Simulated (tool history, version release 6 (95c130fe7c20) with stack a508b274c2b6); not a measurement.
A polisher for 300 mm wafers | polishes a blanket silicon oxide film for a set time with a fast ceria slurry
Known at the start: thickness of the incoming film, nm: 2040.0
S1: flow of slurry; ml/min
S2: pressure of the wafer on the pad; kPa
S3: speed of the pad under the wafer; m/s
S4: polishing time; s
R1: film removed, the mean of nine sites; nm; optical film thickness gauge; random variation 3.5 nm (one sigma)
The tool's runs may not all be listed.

run,hour,S1,S2,S3,S4,R1
1,0,195,17.9,0.96,27,346.48
2,7.2,200,19.3,0.96,27,368.35
3,14.3,205,20.7,0.96,27,390.12
4,22.4,205,20.7,1.06,27,421.39
5,30.4,165,20.7,1.06,27,415
6,38.1,165,20.7,0.84,27,347.52
7,45.3,170,22.1,0.86,27,369.31
8,47.1,175,22.8,0.88,27,388.84
9,51.8,175,22.8,0.88,27,385.95
10,56.6,180,23.4,0.9,27,406.41

Forecast run 11:
11,64.7,180,23.4,0.9,27,?

Run 11 gave R1 405.67 nm.
